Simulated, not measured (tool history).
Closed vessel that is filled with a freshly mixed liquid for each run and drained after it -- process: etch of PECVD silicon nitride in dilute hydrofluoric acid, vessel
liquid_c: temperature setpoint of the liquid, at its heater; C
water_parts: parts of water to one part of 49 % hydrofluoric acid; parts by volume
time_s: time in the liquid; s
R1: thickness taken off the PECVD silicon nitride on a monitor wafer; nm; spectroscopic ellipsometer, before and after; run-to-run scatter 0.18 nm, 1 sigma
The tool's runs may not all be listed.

{"run": 1, "hour": 0.0, "liquid_c": 22, "water_parts": 45, "time_s": 335, "R1": 26.783}
{"run": 2, "hour": 7.0, "liquid_c": 20.5, "water_parts": 45, "time_s": 335, "R1": 24.241}
{"run": 3, "hour": 15.9, "liquid_c": 19.5, "water_parts": 45, "time_s": 335, "R1": 22.779}
{"run": 4, "hour": 21.9, "liquid_c": 23, "water_parts": 45, "time_s": 335, "R1": 28.863}
{"run": 5, "hour": 24.8, "liquid_c": 23, "water_parts": 50, "time_s": 335, "R1": 25.51}
{"run": 6, "hour": 26.3, "liquid_c": 21.5, "water_parts": 50, "time_s": 335, "R1": 23.529}
{"run": 7, "hour": 35.4, "liquid_c": 17.5, "water_parts": 50, "time_s": 335, "R1": 17.526}

Run 8, settings as shown, results not yet in. Your forecast:
{"run": 8, "hour": 37.4, "liquid_c": 18, "water_parts": 50, "time_s": 335, "R1": "?"}

{"run 8": {"R1": 18.5}}
